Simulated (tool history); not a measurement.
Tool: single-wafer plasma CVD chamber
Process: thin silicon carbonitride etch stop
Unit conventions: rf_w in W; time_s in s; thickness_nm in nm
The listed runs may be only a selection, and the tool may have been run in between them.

run	hour	rf_w	time_s	thickness_nm
1	0.0	180	7.75	4.2873
2	5.0	190	7.99	4.4853
3	8.0	170	7.99	4.3489
4	15.9	170	6.90	3.7665
5	24.6	180	7.37	4.0817
6	29.8	180	8.34	4.6520
7	36.6	190	8.43	4.7503
8	38.7	195	8.51	4.8165
9	42.5	200	8.59	4.8436
10	46.5	200	8.70	4.9543

Forecast run 11:
11	55.5	205	8.75	?

thickness_nm: 5.0186 nm
